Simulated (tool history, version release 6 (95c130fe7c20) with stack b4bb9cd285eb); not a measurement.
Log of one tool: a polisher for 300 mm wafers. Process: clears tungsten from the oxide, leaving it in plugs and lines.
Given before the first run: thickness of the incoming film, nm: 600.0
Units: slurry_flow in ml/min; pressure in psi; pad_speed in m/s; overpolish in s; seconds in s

Run 1, hour 0.0: slurry_flow 295 ml/min, pressure 3.1 psi, pad_speed 1.38 m/s, slurry_solids 1.0, overpolish 19 s. Result: seconds 146.83 s.
Run 2, hour 5.6: slurry_flow 295 ml/min, pressure 3.5 psi, pad_speed 1.38 m/s, slurry_solids 1.0, overpolish 19 s. Result: seconds 130.82 s.
Run 3, hour 8.4: slurry_flow 295 ml/min, pressure 3.5 psi, pad_speed 1.12 m/s, slurry_solids 1.0, overpolish 19 s. Result: seconds 154.90 s.
Run 4, hour 13.0: slurry_flow 240 ml/min, pressure 3.5 psi, pad_speed 1.12 m/s, slurry_solids 1.0, overpolish 19 s. Result: seconds 159.18 s.
Run 5, hour 19.2: slurry_flow 240 ml/min, pressure 3.5 psi, pad_speed 1.12 m/s, slurry_solids 1.0, overpolish 21 s. Result: seconds 160.74 s.
Run 6, hour 26.7: slurry_flow 245 ml/min, pressure 3.9 psi, pad_speed 1.16 m/s, slurry_solids 1.0, overpolish 21 s. Result: seconds 138.94 s.
Run 7, hour 35.8: slurry_flow 250 ml/min, pressure 4.2 psi, pad_speed 1.20 m/s, slurry_solids 1.0, overpolish 21 s. Result: seconds 126.58 s.

Forecast run 8:
Run 8, hour 44.2: slurry_flow 255 ml/min, pressure 4.4 psi, pad_speed 1.24 m/s, slurry_solids 1.0, overpolish 21 s. Result: seconds ?.

seconds: 117.58 s
